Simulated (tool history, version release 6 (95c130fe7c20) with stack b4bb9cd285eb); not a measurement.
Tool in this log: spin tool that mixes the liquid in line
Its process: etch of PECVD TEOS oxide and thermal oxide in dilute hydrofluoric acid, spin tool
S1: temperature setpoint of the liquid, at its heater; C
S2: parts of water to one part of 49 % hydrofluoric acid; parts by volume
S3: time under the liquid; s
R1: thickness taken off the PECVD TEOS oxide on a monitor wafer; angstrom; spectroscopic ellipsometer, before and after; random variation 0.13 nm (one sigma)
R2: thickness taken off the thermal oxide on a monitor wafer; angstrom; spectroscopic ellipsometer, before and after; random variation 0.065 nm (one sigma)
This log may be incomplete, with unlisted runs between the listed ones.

Run 1, day 0: S1 23 C, S2 175 parts by volume, S3 180 s. Result: R1 96.868 angstrom, R2 40.743 angstrom.
Run 2, day 0.254: S1 23 C, S2 200 parts by volume, S3 180 s. Result: R1 82.386 angstrom, R2 35.542 angstrom.
Run 3, day 0.35: S1 23 C, S2 200 parts by volume, S3 145 s. Result: R1 66.716 angstrom, R2 28.759 angstrom.
Run 4, day 0.683: S1 23 C, S2 200 parts by volume, S3 180 s. Result: R1 82.789 angstrom, R2 35.61 angstrom.
Run 5, day 0.912: S1 25 C, S2 185 parts by volume, S3 180 s. Result: R1 97.943 angstrom, R2 41.768 angstrom.
Run 6, day 1.05: S1 26.5 C, S2 175 parts by volume, S3 180 s. Result: R1 110.38 angstrom, R2 47.196 angstrom.
Run 7, day 1.292: S1 30.5 C, S2 130 parts by volume, S3 180 s. Result: R1 181.32 angstrom, R2 77.056 angstrom.

Forecast run 8:
Run 8, day 1.396: S1 30 C, S2 130 parts by volume, S3 180 s. Result: R1 ?, R2 ?.

R1: 177.13 angstrom
R2: 75.986 angstrom
